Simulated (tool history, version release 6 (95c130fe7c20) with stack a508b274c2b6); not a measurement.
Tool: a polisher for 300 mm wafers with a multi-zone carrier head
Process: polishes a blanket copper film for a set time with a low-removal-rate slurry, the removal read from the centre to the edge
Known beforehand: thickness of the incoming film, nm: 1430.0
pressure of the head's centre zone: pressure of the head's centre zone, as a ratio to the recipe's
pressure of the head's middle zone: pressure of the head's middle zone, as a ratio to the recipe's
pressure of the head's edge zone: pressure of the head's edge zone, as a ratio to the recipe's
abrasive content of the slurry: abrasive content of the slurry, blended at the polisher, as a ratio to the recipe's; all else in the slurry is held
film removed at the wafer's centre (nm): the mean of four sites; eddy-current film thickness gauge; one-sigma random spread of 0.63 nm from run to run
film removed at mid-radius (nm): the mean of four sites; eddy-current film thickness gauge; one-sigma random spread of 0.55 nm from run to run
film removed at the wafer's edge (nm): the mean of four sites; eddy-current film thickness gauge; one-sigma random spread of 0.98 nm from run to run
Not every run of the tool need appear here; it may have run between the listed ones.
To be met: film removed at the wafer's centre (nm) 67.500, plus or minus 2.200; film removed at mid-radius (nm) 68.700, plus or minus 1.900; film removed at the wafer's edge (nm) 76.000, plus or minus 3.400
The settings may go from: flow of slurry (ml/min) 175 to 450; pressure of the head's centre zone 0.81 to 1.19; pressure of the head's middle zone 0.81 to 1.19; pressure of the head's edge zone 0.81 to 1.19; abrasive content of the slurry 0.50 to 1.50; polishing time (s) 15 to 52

run  hour  flow of slurry (ml/min)  pressure of the head's centre zone  pressure of the head's middle zone  pressure of the head's edge zone  abrasive content of the slurry  polishing time (s)  film removed at the wafer's centre (nm)  film removed at mid-radius (nm)  film removed at the wafer's edge (nm)
  1   0.0                      290                                1.00                                1.00                              1.00                            1.00                  33                                   92.183                           95.425                                 96.001
  2   7.0                      290                                1.00                                1.00                              1.00                            1.05                  33                                   94.165                           98.866                                 94.432
  3   8.6                      290                                0.98                                0.98                              0.96                            0.95                  32                                   87.608                           90.684                                 88.285
  4  14.7                      280                                0.94                                0.94                              0.95                            0.85                  32                                   80.751                           85.500                                 84.502
     15.9  -- worn pad replaced by a new one
  5  15.9                      275                                0.93                                0.90                              0.96                            0.75                  32                                   88.704                           91.866                                 94.501
  6  24.4                      335                                0.93                                0.90                              0.96                            0.75                  32                                   90.216                           93.306                                 95.384
  7  26.0                      295                                0.91                                0.87                              0.96                            0.80                  30                                   83.102                           85.249                                 90.481
  8  29.9                      270                                0.90                                0.85                              0.94                            0.85                  29                                   80.090                           80.963                                 85.516
  9  32.2                      255                                0.89                                0.84                              0.94                            0.85                  28                                   75.022                           77.258                                 83.249

Consider the 5 candidate settings below. Which is the only one whose results all fall within their allowed miss of target?
  A  34.5                      340                                1.08                                1.11                              0.81                            0.85                  26                                        ?                                ?                                      ?
  B  34.5                      235                                1.05                                1.09                              0.81                            0.75                  27                                        ?                                ?                                      ?
  C  34.5                      255                                0.81                                0.87                              0.97                            1.05                  25                                        ?                                ?                                      ?
  D  34.5                      235                                0.88                                0.81                              0.94                            1.00                  25                                        ?                                ?                                      ?
  E  34.5                      245                                0.86                                0.81                              0.99                            0.90                  27                                        ?                                ?                                      ?

move  film removed at the wafer's centre (nm)  film removed at mid-radius (nm)  film removed at the wafer's edge (nm)
   A                                   87.187                           90.431                                 74.227
   B                                   81.576                           86.284                                 72.549
   C                                   63.545                           74.085                                 79.694
   D                                   67.452                           68.871                                 77.050
   E                                   69.904                           73.003                                 83.584
A: moves away from the targets compared with the last run
B: moves away from the targets compared with the last run
C: moves toward the targets from the last run without getting all of them in spec
D: all results land within tolerance of their targets
E: moves toward the targets from the last run without getting all of them in spec
Answer: D
